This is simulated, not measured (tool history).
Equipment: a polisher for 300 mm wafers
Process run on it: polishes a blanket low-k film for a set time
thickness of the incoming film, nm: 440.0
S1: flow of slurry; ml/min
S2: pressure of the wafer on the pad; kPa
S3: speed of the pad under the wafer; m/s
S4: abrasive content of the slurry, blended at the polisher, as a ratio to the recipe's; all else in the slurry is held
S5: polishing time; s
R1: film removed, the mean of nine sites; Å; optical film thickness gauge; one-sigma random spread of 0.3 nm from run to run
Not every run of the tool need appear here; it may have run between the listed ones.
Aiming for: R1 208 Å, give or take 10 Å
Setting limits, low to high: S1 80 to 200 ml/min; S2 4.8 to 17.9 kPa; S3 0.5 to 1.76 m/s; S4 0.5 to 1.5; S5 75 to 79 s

run    day   S1   S2    S3  S4  S5      R1
  1      0  130   11  1.12   1  75  332.39
  2  0.175  130  9.7   1.1   1  75  290.98
  3    0.4  130  9.7  1.22   1  75  313.83
  4  0.704  130  8.3   1.2   1  75  266.47
  5  1.075  130  7.6   1.2   1  75  243.42
  6  1.425  130  9.7   1.2   1  75   314.8
  7  1.654  130    9   1.2   1  75  286.52
  8  1.704  130  8.3   1.2   1  75  263.96
  9  2.012  130  7.6   1.2   1  75  249.31
 10  2.083  130  6.9   1.2   1  75   224.7
 11  2.438  125  6.9   1.2   1  75  221.98
 12  2.758  120  6.9   1.2   1  75  216.67
 13  3.121  115  6.9   1.2   1  75  221.53
 14  3.458  110  6.2   1.2   1  75  193.45

Pick the move, out of 4, that brings all results within their allowed miss; only one does.
  A  3.796  165  5.5   1.1  0.75  79   ?
  B  3.796  130  5.5     1     1  78   ?
  C  3.796  110  6.2  1.08  0.95  75   ?
  D  3.796  145  7.6  1.12  0.65  75   ?

move      R1
   A  168.68
   B  165.62
   C   178.9
   D  205.51
A: lands further from the targets than the last run did
B: lands further from the targets than the last run did
C: lands further from the targets than the last run did
D: hits every target within its allowed miss
Move D is the one to make.

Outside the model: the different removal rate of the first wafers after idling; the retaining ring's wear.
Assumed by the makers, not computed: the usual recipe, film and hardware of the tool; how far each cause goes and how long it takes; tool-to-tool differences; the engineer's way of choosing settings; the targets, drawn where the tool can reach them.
